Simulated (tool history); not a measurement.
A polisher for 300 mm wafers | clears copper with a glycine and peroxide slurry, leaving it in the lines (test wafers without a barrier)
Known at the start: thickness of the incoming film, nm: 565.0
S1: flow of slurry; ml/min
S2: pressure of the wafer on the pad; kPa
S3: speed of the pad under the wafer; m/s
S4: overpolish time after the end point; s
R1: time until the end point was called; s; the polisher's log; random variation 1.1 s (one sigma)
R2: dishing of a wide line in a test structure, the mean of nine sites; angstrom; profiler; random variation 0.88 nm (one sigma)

{"run": 1, "hour": 0.0, "S1": 220, "S2": 18.6, "S3": 1.1, "S4": 16, "R1": 108.28, "R2": 591.83}
{"run": 2, "hour": 2.4, "S1": 220, "S2": 20.7, "S3": 1.1, "S4": 16, "R1": 97.957, "R2": 658.07}
{"run": 3, "hour": 8.0, "S1": 220, "S2": 20.7, "S3": 1.3, "S4": 16, "R1": 86.976, "R2": 685.4}
{"run": 4, "hour": 14.6, "S1": 220, "S2": 20.7, "S3": 1.12, "S4": 16, "R1": 96.879, "R2": 640.75}
{"run": 5, "hour": 19.3, "S1": 190, "S2": 20.7, "S3": 1.12, "S4": 16, "R1": 99.432, "R2": 635.61}
{"run": 6, "hour": 23.0, "S1": 195, "S2": 22.1, "S3": 1.18, "S4": 13, "R1": 88.335, "R2": 566.62}
{"run": 7, "hour": 29.3, "S1": 195, "S2": 23.4, "S3": 1.2, "S4": 11, "R1": 82.184, "R2": 535.33}
{"run": 8, "hour": 31.2, "S1": 195, "S2": 27.6, "S3": 1.24, "S4": 5, "R1": 69.323, "R2": 308.37}
{"run": 9, "hour": 35.8, "S1": 195, "S2": 26.9, "S3": 1.3, "S4": 6, "R1": 67.716, "R2": 382.46}
{"run": 10, "hour": 40.3, "S1": 195, "S2": 26.2, "S3": 1.32, "S4": 6, "R1": 68.809, "R2": 382.76}

Forecast run 11:
{"run": 11, "hour": 44.2, "S1": 195, "S2": 26.2, "S3": 1.32, "S4": 6, "R1": "?", "R2": "?"}

Run 11 gave R1 68.739 s, R2 366.97 angstrom.
